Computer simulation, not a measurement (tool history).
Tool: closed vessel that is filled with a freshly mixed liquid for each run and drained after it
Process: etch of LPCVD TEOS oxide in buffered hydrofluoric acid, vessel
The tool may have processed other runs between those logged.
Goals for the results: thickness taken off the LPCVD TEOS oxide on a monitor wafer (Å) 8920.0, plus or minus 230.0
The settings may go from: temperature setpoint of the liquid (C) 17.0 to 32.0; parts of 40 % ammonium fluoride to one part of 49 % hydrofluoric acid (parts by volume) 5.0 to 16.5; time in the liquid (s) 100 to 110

run    day  temperature setpoint of the liquid (C)  parts of 40 % ammonium fluoride to one part of 49 % hydrofluoric acid (parts by volume)  time in the liquid (s)  thickness taken off the LPCVD TEOS oxide on a monitor wafer (Å)
  1  0.000                                    25.0                                                                                     10.0                     100                                                           5285.8
  2  0.088                                    25.0                                                                                     10.0                     110                                                           5834.7
  3  0.408                                    25.0                                                                                     12.5                     110                                                           4639.6
  4  0.775                                    23.5                                                                                     12.5                     110                                                           4305.2
  5  0.929                                    23.5                                                                                      9.5                     110                                                           5546.5
  6  1.067                                    23.5                                                                                      9.5                     110                                                           5501.2
  7  1.112                                    25.0                                                                                      9.5                     110                                                           6078.6
  8  1.371                                    26.0                                                                                      9.5                     110                                                           6346.9
  9  1.517                                    27.0                                                                                      9.5                     110                                                           6731.9
 10  1.867                                    28.0                                                                                      9.5                     110                                                           6999.8
 11  2.212                                    29.0                                                                                      9.5                     110                                                           7530.4
 12  2.333                                    29.5                                                                                      9.5                     110                                                           7635.5
 13  2.479                                    30.0                                                                                      9.5                     110                                                           8019.3
 14  2.529                                    30.5                                                                                      9.5                     110                                                           8037.4
 15  2.571                                    31.0                                                                                      9.5                     110                                                           8312.9
 16  2.700                                    31.5                                                                                      9.5                     110                                                           8482.2

Which single option among these 4 for the next run brings every result within its allowed miss of target? Just one does.
  A  2.829                                    30.5                                                                                      9.0                     105                                                                ?
  B  2.829                                    31.5                                                                                     10.0                     110                                                                ?
  C  2.829                                    30.5                                                                                      8.5                     100                                                                ?
  D  2.829                                    31.5                                                                                      8.5                     105                                                                ?

move  thickness taken off the LPCVD TEOS oxide on a monitor wafer (Å)
   A                                                           7906.9
   B                                                           8168.1
   C                                                           8011.8
   D                                                           8861.9
A: further off than the last run
B: further off than the last run
C: further off than the last run
D: meets every target
Answer: D
